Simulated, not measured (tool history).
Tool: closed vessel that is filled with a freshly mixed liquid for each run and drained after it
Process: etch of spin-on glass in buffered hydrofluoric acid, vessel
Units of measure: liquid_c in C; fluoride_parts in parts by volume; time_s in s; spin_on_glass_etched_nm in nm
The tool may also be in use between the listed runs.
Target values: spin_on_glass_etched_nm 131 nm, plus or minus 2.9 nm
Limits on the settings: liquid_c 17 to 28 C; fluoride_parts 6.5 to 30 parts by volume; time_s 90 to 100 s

run	hour	liquid_c	fluoride_parts	time_s	spin_on_glass_etched_nm
1	0	20	18.5	90	197.08
2	4	21.5	18.5	90	210.48
3	8.1	21.5	20.5	90	194.64
4	14.7	21.5	25	90	168.92
5	16.2	18.5	25	90	142.84
6	18.5	18.5	25	90	142.97
7	21.7	18	25	90	138.79
8	27.8	17.5	25	90	135.07

Which of these 5 next moves meets every target?
A	33.9	18.5	25.5	90	?
B	33.9	19.5	28	90	?
C	33.9	17.5	30	100	?
D	33.9	17	25.5	100	?
E	33.9	17	23	90	?

move	spin_on_glass_etched_nm
A	139.95
B	138.82
C	131.23
D	142.73
E	137.98
A: further off than the last run
B: further off than the last run
C: every result lands within tolerance
D: further off than the last run
E: further off than the last run
The move that meets every target is C.
